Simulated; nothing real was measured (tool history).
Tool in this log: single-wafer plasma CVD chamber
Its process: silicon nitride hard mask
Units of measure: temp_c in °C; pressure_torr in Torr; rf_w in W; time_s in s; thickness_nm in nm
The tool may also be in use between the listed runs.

run  hour  temp_c  pressure_torr  rf_w  time_s  thickness_nm
  1     0     390           1.62   325    48.9        62.342
  2   1.6     390           1.58   315    48.7        58.754
  3  10.4     383           1.58   315    48.7         59.03
  4  15.2     383           1.53   310    48.6        57.595
  5    20     383           1.49   305    48.5        56.462
  6  24.9     379           1.49   305    48.5         56.93

Predict the results of run 7:
  7  29.5     379           1.49   305    48.5             ?

thickness_nm: 56.922 nm
